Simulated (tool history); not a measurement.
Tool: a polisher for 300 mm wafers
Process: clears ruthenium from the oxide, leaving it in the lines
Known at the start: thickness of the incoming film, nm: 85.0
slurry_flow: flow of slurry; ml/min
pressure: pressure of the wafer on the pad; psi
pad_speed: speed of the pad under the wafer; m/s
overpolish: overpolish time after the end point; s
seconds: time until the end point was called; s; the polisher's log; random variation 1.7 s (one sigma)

Run 1, hour 0.0: slurry_flow 125 ml/min, pressure 2.4 psi, pad_speed 0.78 m/s, overpolish 18 s. Result: seconds 69.703 s.
Run 2, hour 6.2: slurry_flow 125 ml/min, pressure 2.0 psi, pad_speed 0.78 m/s, overpolish 18 s. Result: seconds 83.109 s.
Run 3, hour 14.0: slurry_flow 125 ml/min, pressure 2.0 psi, pad_speed 0.78 m/s, overpolish 18 s. Result: seconds 83.762 s.
Run 4, hour 18.1: slurry_flow 125 ml/min, pressure 2.0 psi, pad_speed 0.78 m/s, overpolish 18 s. Result: seconds 83.785 s.
Run 5, hour 23.0: slurry_flow 125 ml/min, pressure 1.8 psi, pad_speed 0.76 m/s, overpolish 18 s. Result: seconds 93.344 s.
Run 6, hour 26.4: slurry_flow 125 ml/min, pressure 1.8 psi, pad_speed 0.76 m/s, overpolish 19 s. Result: seconds 95.724 s.
Run 7, hour 27.2: slurry_flow 125 ml/min, pressure 1.7 psi, pad_speed 0.76 m/s, overpolish 19 s. Result: seconds 101.020 s.

Run 8 comes next. What will it give?
Run 8, hour 30.6: slurry_flow 125 ml/min, pressure 1.6 psi, pad_speed 0.76 m/s, overpolish 19 s. Result: seconds ?.

seconds: 106.660 s
